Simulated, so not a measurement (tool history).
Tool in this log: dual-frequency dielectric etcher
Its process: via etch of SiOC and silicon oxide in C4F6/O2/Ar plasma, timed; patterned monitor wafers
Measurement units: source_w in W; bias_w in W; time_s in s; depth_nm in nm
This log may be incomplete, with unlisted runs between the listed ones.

Run 1, hour 0.0: source_w 480 W, bias_w 204 W, time_s 56 s. Result: depth_nm 76.853 nm.
Run 2, hour 2.3: source_w 500 W, bias_w 205 W, time_s 56 s. Result: depth_nm 78.403 nm.
Run 3, hour 6.0: source_w 510 W, bias_w 205 W, time_s 56 s. Result: depth_nm 78.865 nm.
Run 4, hour 13.5: source_w 520 W, bias_w 205 W, time_s 56 s. Result: depth_nm 79.540 nm.
Run 5, hour 16.6: source_w 520 W, bias_w 174 W, time_s 56 s. Result: depth_nm 73.943 nm.
Run 6, hour 23.0: source_w 520 W, bias_w 150 W, time_s 56 s. Result: depth_nm 69.521 nm.
Run 7, hour 28.9: source_w 560 W, bias_w 155 W, time_s 56 s. Result: depth_nm 72.949 nm.
Run 8, hour 32.7: source_w 590 W, bias_w 157 W, time_s 56 s. Result: depth_nm 75.275 nm.
Run 9, hour 39.2: source_w 610 W, bias_w 158 W, time_s 56 s. Result: depth_nm 76.129 nm.
Run 10, hour 42.8: source_w 670 W, bias_w 175 W, time_s 56 s. Result: depth_nm 83.841 nm.

Run 11 has not been measured yet. What should we expect?
Run 11, hour 47.4: source_w 660 W, bias_w 175 W, time_s 56 s. Result: depth_nm ?.

{"run 11": {"depth_nm": 82.965}}
